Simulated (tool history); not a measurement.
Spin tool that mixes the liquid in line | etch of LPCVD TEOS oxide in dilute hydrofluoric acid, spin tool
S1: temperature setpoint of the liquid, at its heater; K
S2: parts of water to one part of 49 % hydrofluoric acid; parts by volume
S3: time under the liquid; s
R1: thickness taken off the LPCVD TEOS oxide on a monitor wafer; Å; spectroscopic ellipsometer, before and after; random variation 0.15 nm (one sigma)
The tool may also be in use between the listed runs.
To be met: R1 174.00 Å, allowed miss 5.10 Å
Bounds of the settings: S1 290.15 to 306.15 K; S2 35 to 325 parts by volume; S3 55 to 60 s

run	hour	S1	S2	S3	R1
1	0.0	298.15	180	55	126.12
2	2.2	298.15	215	55	101.74
3	7.4	299.65	205	55	113.45
4	15.8	300.65	195	55	125.99
5	21.9	301.65	190	55	131.30
6	26.6	301.65	190	60	145.74
7	33.3	302.15	185	60	152.82
8	37.1	302.65	185	60	155.51
9	43.4	303.15	185	60	159.01
10	45.7	303.65	185	60	161.27

Which of these 5 next moves meets every target?
A	48.0	301.65	165	60	?
B	48.0	302.15	160	60	?
C	48.0	303.15	165	60	?
D	48.0	300.15	150	60	?
E	48.0	306.15	180	60	?

move	R1
A	171.10
B	180.79
C	180.54
D	181.49
E	180.09
A: meets every target
B: takes the result that was furthest off past its target
C: takes the result that was furthest off past its target
D: takes the result that was furthest off past its target
E: takes the result that was furthest off past its target
Answer: A
